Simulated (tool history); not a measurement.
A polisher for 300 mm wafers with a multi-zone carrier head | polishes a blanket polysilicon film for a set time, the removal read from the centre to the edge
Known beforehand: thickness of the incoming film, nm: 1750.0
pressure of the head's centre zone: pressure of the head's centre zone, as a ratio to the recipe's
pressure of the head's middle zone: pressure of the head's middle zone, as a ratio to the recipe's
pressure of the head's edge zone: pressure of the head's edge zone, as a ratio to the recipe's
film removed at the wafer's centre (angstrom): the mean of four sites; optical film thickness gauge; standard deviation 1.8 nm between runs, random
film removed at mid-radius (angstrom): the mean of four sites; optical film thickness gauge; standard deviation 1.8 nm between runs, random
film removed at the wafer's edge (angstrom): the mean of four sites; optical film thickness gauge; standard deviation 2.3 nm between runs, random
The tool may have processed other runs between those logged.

run,day,flow of slurry (ml/min),pressure of the head's centre zone,pressure of the head's middle zone,pressure of the head's edge zone,polishing time (s),film removed at the wafer's centre (angstrom),film removed at mid-radius (angstrom),film removed at the wafer's edge (angstrom)
1,0,180,1,1,1,30,2985.3,2966,2907.3
2,0.117,180,1,0.94,1,30,2985.2,2780.6,2996.3
3,0.354,215,1,0.94,1,30,3097.7,2849.8,3016.7
4,0.633,240,1,0.94,1,30,3060.9,2937.7,3147.8
5,0.858,240,1,0.89,1,30,3109.1,2804.1,2955.6
6,0.975,230,0.98,0.88,0.99,29,2982.2,2650.4,2879

For run 7, what comes out?
7,1.079,225,0.9,0.94,0.9,21,?,?,?

film removed at the wafer's centre (angstrom): 1967.2
film removed at mid-radius (angstrom): 2032.1
film removed at the wafer's edge (angstrom): 2045.8
